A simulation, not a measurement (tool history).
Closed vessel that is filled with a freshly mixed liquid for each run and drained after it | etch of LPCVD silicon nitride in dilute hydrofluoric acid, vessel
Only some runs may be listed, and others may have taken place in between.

| run | hour | temperature setpoint of the liquid (K) | parts of water to one part of 49 % hydrofluoric acid (parts by volume) | time in the liquid (s) | thickness taken off the LPCVD silicon nitride on a monitor wafer (angstrom) |
|---|---|---|---|---|---|
| 1 | 0 | 295.15 | 295 | 3175 | 50.501 |
| 2 | 2.8 | 295.15 | 355 | 3175 | 42.22 |
| 3 | 8.5 | 297.65 | 280 | 3185 | 62.725 |
| 4 | 15.3 | 297.65 | 280 | 3175 | 62.458 |
| 5 | 25.2 | 297.65 | 280 | 3385 | 67.017 |
| 6 | 27.1 | 299.15 | 235 | 3385 | 87.581 |

For run 7, what comes out?
| 7 | 31.2 | 300.15 | 210 | 3385 | ? |

Run 7 measured thickness taken off the LPCVD silicon nitride on a monitor wafer (angstrom) 104.4.
